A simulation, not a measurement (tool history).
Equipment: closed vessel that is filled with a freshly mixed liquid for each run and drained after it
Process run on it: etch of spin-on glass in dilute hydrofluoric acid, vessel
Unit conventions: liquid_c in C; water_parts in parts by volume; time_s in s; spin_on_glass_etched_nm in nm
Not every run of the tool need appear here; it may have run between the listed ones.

run	hour	liquid_c	water_parts	time_s	spin_on_glass_etched_nm
1	0	24	285	495	30.513
2	2.8	26	280	495	33.42
3	4	27.5	275	495	35.661
4	12.7	27.5	275	495	35.697
5	13.7	30.5	275	495	39.621
6	15.6	30.5	275	495	39.474

Run 7 comes next. What will it give?
7	22	31	270	495	?

spin_on_glass_etched_nm: 41.226 nm
